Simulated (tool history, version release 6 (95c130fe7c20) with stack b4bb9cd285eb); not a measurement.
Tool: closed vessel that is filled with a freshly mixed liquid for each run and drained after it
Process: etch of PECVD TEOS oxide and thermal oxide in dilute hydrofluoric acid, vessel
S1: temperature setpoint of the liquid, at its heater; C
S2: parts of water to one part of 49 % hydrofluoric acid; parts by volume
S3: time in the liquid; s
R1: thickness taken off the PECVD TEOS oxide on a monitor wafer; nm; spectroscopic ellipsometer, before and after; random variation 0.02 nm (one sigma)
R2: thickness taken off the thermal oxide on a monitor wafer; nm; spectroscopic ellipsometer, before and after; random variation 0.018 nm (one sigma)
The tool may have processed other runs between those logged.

run,hour,S1,S2,S3,R1,R2
1,0,24,205,100,6.8923,1.8807
2,2.7,22.5,205,100,6.5101,1.7633
3,8.3,22.5,275,100,4.5507,1.2339
4,16,25,275,100,4.9529,1.3394
5,18.4,25,305,100,4.3288,1.1775
6,23.2,25,365,100,3.4485,0.95476

The next listed run, before its measurement:
7,27.4,26.5,350,100,?,?

Run 7 produced R1 3.8321 nm, R2 1.0385 nm.
